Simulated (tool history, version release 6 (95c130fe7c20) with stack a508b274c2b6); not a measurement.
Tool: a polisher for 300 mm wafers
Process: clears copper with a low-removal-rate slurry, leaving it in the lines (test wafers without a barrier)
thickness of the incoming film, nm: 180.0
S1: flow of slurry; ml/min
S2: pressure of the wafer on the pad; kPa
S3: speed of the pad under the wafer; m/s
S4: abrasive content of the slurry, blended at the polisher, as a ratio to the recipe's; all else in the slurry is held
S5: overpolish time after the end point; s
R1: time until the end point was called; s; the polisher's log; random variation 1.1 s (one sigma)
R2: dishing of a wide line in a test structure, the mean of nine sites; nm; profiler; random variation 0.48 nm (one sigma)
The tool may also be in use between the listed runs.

{"run": 1, "day": 0.0, "S1": 195, "S2": 13.8, "S3": 1.22, "S4": 1.0, "S5": 15, "R1": 70.561, "R2": 23.991}
{"run": 2, "day": 0.062, "S1": 195, "S2": 13.1, "S3": 1.22, "S4": 1.0, "S5": 16, "R1": 73.763, "R2": 24.027}
{"run": 3, "day": 0.125, "S1": 220, "S2": 13.1, "S3": 1.22, "S4": 1.0, "S5": 16, "R1": 72.696, "R2": 24.524}
{"run": 4, "day": 0.279, "S1": 220, "S2": 13.1, "S3": 1.22, "S4": 1.0, "S5": 19, "R1": 71.864, "R2": 28.496}
{"run": 5, "day": 0.5, "S1": 215, "S2": 12.4, "S3": 1.22, "S4": 1.0, "S5": 20, "R1": 76.425, "R2": 28.657}
{"run": 6, "day": 0.567, "S1": 215, "S2": 12.4, "S3": 1.22, "S4": 1.0, "S5": 15, "R1": 75.985, "R2": 22.573}
{"day": 0.933, "done": "head pressure recalibrated"}
{"run": 7, "day": 0.933, "S1": 210, "S2": 11.7, "S3": 1.22, "S4": 1.0, "S5": 16, "R1": 86.57, "R2": 21.651}
{"run": 8, "day": 0.983, "S1": 205, "S2": 11.7, "S3": 1.22, "S4": 1.0, "S5": 17, "R1": 84.511, "R2": 21.737}
{"run": 9, "day": 1.179, "S1": 200, "S2": 11.7, "S3": 1.22, "S4": 1.0, "S5": 18, "R1": 86.477, "R2": 23.372}
{"run": 10, "day": 1.467, "S1": 190, "S2": 11.7, "S3": 1.22, "S4": 1.0, "S5": 19, "R1": 85.595, "R2": 24.875}
{"run": 11, "day": 1.742, "S1": 185, "S2": 11.7, "S3": 1.22, "S4": 1.0, "S5": 20, "R1": 86.921, "R2": 25.103}

Forecast run 12:
{"run": 12, "day": 2.088, "S1": 185, "S2": 11.7, "S3": 1.22, "S4": 1.0, "S5": 20, "R1": "?", "R2": "?"}

Run 12 gave R1 87.746 s, R2 24.814 nm.
